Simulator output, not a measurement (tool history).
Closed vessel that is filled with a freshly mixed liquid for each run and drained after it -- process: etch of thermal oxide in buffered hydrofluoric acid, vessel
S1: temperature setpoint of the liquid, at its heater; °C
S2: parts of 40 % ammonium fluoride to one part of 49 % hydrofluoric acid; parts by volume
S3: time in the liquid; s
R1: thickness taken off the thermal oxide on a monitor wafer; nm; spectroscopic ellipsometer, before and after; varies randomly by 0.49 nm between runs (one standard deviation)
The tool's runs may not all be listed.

run    day    S1    S2   S3      R1
  1      0    22   9.5  100  92.744
  2  0.208    21    10  100  85.037
  3  0.483    20  10.5  100  76.466
  4  0.521    20  10.5  100  77.219
  5  0.562    20  10.5  100  76.833
  6  0.671    20  10.5  100  76.389
  7  0.979  19.5    11  100  70.562
  8  1.075    19  11.5  100  66.852

Run 9 has not been measured yet. What should we expect?
  9  1.25  18.5  12  100   ?

R1: 62.233 nm
